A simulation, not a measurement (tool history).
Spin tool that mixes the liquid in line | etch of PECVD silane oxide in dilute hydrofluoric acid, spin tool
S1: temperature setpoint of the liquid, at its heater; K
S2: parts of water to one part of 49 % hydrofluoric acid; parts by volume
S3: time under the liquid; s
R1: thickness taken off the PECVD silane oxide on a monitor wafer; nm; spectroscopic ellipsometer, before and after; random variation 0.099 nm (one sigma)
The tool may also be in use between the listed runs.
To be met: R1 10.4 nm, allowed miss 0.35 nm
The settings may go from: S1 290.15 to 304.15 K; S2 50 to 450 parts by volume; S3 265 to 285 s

run 1 hour=0 | S1=296.15 S2=250 S3=265 | R1=19.908
run 2 hour=5.4 | S1=295.15 S2=265 S3=265 | R1=18.331
run 3 hour=8.3 | S1=295.15 S2=265 S3=285 | R1=19.212
run 4 hour=13.3 | S1=294.65 S2=275 S3=285 | R1=17.851
run 5 hour=15.3 | S1=297.65 S2=275 S3=285 | R1=20.316
run 6 hour=20.5 | S1=299.15 S2=275 S3=285 | R1=21.242
run 7 hour=25.4 | S1=298.15 S2=290 S3=285 | R1=19.476
run 8 hour=28.7 | S1=297.15 S2=300 S3=285 | R1=17.837
run 9 hour=35.6 | S1=296.15 S2=310 S3=285 | R1=16.275
run 10 hour=42.9 | S1=296.15 S2=310 S3=285 | R1=16.482
run 11 hour=47.2 | S1=295.65 S2=320 S3=285 | R1=15.476
run 12 hour=53.2 | S1=295.15 S2=325 S3=285 | R1=14.952
run 13 hour=55.8 | S1=295.15 S2=325 S3=285 | R1=15.108
run 14 hour=60.2 | S1=294.65 S2=335 S3=285 | R1=14.106
run 15 hour=68.9 | S1=294.15 S2=340 S3=285 | R1=13.5
run 16 hour=72 | S1=293.65 S2=345 S3=285 | R1=12.746
run 17 hour=74.6 | S1=293.15 S2=350 S3=285 | R1=12.474
-- hour=81.2 thermometer replaced
run 18 hour=81.2 | S1=292.65 S2=355 S3=285 | R1=11.466
run 19 hour=85.6 | S1=292.15 S2=355 S3=285 | R1=11.487

4 next moves are on the table. One of them brings every result within its allowed miss. Which?
run A hour=90 | S1=295.15 S2=415 S3=285 | R1=?
run B hour=90 | S1=291.65 S2=370 S3=265 | R1=?
run C hour=90 | S1=294.15 S2=380 S3=285 | R1=?
run D hour=90 | S1=293.15 S2=395 S3=265 | R1=?

move=A R1=10.325
move=B R1=9.9011
move=C R1=11.229
move=D R1=9.5801
A: meets every target
B: takes the result that was furthest off past its target
C: nearer than the last run, and not there yet
D: takes the result that was furthest off past its target
Move A is the one to make.

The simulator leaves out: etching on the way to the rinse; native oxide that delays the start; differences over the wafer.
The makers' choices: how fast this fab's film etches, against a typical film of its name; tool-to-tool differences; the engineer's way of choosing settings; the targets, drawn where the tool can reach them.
